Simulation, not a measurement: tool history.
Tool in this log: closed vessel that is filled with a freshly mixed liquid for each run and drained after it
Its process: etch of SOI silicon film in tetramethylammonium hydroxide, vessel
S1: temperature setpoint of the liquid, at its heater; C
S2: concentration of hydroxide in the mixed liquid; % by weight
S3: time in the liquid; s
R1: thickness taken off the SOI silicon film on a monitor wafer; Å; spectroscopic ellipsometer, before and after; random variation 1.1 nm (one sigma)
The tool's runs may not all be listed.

run 1 day=0.000 | S1=64.0 S2=14.5 S3=30 | R1=1352.6
run 2 day=0.308 | S1=64.0 S2=12.0 S3=30 | R1=1446.5
run 3 day=0.546 | S1=65.5 S2=12.0 S3=30 | R1=1597.2
run 4 day=0.817 | S1=68.5 S2=12.0 S3=30 | R1=1906.1
run 5 day=0.912 | S1=69.0 S2=12.0 S3=30 | R1=1954.1
-- day=1.121 hydroxide flow meter replaced
run 6 day=1.121 | S1=69.0 S2=12.0 S3=30 | R1=1903.7

Estimate the outcome of run 7 from the log above:
run 7 day=1.492 | S1=69.0 S2=12.0 S3=30 | R1=?

R1: 1885.4 Å
